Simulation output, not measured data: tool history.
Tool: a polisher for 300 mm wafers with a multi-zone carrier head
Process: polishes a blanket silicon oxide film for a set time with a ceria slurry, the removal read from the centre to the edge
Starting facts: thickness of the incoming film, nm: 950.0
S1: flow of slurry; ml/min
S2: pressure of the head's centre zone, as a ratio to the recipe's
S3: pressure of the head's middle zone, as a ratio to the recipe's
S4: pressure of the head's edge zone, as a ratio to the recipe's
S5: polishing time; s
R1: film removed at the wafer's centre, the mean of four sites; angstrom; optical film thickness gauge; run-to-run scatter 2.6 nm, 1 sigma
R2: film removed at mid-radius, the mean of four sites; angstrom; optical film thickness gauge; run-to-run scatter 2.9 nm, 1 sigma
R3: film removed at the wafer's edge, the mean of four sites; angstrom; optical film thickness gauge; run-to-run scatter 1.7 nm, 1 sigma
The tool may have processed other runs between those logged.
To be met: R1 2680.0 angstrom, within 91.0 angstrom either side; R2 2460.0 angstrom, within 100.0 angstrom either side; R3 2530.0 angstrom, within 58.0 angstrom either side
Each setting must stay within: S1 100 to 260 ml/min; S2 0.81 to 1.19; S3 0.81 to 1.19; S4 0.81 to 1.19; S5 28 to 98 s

run 1 hour=0.0 | S1=165 S2=1.00 S3=1.00 S4=1.00 S5=63 | R1=2896.8 R2=2978.0 R3=2953.5
run 2 hour=5.8 | S1=165 S2=1.00 S3=1.00 S4=0.96 S5=63 | R1=2950.7 R2=2927.4 R3=2896.9
run 3 hour=12.9 | S1=190 S2=1.00 S3=1.00 S4=0.96 S5=63 | R1=3006.1 R2=2990.4 R3=2914.3
run 4 hour=21.5 | S1=190 S2=1.00 S3=1.08 S4=0.96 S5=63 | R1=3013.0 R2=3177.6 R3=2918.9
run 5 hour=27.1 | S1=185 S2=1.00 S3=1.06 S4=0.95 S5=63 | R1=2997.8 R2=3189.6 R3=2922.2
run 6 hour=32.0 | S1=150 S2=1.00 S3=1.06 S4=0.95 S5=63 | R1=2854.5 R2=2963.8 R3=2819.3
run 7 hour=33.4 | S1=145 S2=1.00 S3=1.05 S4=0.94 S5=63 | R1=2868.6 R2=2964.4 R3=2822.5
run 8 hour=36.6 | S1=145 S2=1.00 S3=1.05 S4=0.94 S5=63 | R1=2828.7 R2=2957.8 R3=2801.6
run 9 hour=44.4 | S1=140 S2=1.00 S3=1.04 S4=0.93 S5=63 | R1=2811.5 R2=2958.3 R3=2815.7
run 10 hour=53.3 | S1=140 S2=1.01 S3=1.03 S4=0.93 S5=62 | R1=2771.9 R2=2831.8 R3=2728.1
run 11 hour=57.4 | S1=135 S2=1.02 S3=1.02 S4=0.92 S5=62 | R1=2857.2 R2=2833.5 R3=2706.3
run 12 hour=64.5 | S1=130 S2=1.02 S3=1.01 S4=0.92 S5=62 | R1=2773.6 R2=2756.8 R3=2711.4
run 13 hour=67.1 | S1=130 S2=1.02 S3=1.01 S4=0.92 S5=62 | R1=2783.3 R2=2738.8 R3=2709.3
run 14 hour=75.2 | S1=130 S2=1.02 S3=1.00 S4=0.91 S5=62 | R1=2730.4 R2=2714.3 R3=2661.7

Pick the move, out of 5, that brings all results within their allowed miss; only one does.
run A hour=83.3 | S1=105 S2=1.04 S3=0.91 S4=0.83 S5=63 | R1=? R2=? R3=?
run B hour=83.3 | S1=115 S2=0.88 S3=1.06 S4=0.89 S5=72 | R1=? R2=? R3=?
run C hour=83.3 | S1=145 S2=0.92 S3=1.02 S4=0.92 S5=64 | R1=? R2=? R3=?
run D hour=83.3 | S1=105 S2=1.02 S3=1.08 S4=0.96 S5=68 | R1=? R2=? R3=?
run E hour=83.3 | S1=105 S2=1.01 S3=0.81 S4=0.93 S5=65 | R1=? R2=? R3=?

move=A R1=2627.3 R2=2422.2 R3=2520.8
move=B R1=2623.9 R2=3215.4 R3=3015.4
move=C R1=2609.4 R2=2939.7 R3=2834.2
move=D R1=2784.0 R2=2994.5 R3=2883.2
move=E R1=2630.2 R2=2285.4 R3=2728.3
A: all results land within tolerance of their targets
B: further off than the last run
C: further off than the last run
D: further off than the last run
E: takes the biggest miss from the last run beyond its target
The right move is A.
